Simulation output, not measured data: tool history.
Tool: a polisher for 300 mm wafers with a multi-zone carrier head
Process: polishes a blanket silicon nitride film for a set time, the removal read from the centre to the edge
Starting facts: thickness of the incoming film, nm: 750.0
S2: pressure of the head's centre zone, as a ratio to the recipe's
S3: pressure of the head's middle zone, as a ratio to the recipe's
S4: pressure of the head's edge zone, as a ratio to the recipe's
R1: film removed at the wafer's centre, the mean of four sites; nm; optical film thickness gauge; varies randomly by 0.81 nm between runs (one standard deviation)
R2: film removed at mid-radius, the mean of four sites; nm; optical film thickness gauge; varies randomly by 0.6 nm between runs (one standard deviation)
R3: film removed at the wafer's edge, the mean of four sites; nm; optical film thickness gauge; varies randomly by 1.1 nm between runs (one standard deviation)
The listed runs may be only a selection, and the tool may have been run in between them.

run 1 hour=0 | flow_of_slurry_(ml/min)=170 S2=1 S3=1 S4=1 polishing_time_(s)=66 | R1=114.36 R2=109.04 R3=104.61
run 2 hour=5.1 | flow_of_slurry_(ml/min)=170 S2=1.06 S3=1 S4=1 polishing_time_(s)=66 | R1=120.46 R2=108.04 R3=106.21
run 3 hour=8 | flow_of_slurry_(ml/min)=190 S2=1.06 S3=1 S4=1 polishing_time_(s)=66 | R1=124.88 R2=110.3 R3=107.26
run 4 hour=15.8 | flow_of_slurry_(ml/min)=190 S2=1.02 S3=1 S4=1 polishing_time_(s)=66 | R1=116.84 R2=110.41 R3=106.74
run 5 hour=22.3 | flow_of_slurry_(ml/min)=185 S2=0.95 S3=0.97 S4=1.03 polishing_time_(s)=59 | R1=99.86 R2=95.558 R3=97.168
run 6 hour=29 | flow_of_slurry_(ml/min)=185 S2=0.89 S3=0.97 S4=1.03 polishing_time_(s)=59 | R1=91.97 R2=94.224 R3=97.381
run 7 hour=36.5 | flow_of_slurry_(ml/min)=165 S2=0.86 S3=0.98 S4=1.05 polishing_time_(s)=54 | R1=79.438 R2=84.983 R3=89.64
run 8 hour=40.4 | flow_of_slurry_(ml/min)=115 S2=0.81 S3=0.97 S4=1.02 polishing_time_(s)=46 | R1=57.879 R2=65.814 R3=69.458

Run 9 has not been measured yet. What should we expect?
run 9 hour=47.6 | flow_of_slurry_(ml/min)=130 S2=0.81 S3=0.97 S4=1.04 polishing_time_(s)=46 | R1=? R2=? R3=?

{"run 9": {"R1": 60.01, "R2": 68.849, "R3": 73.315}}
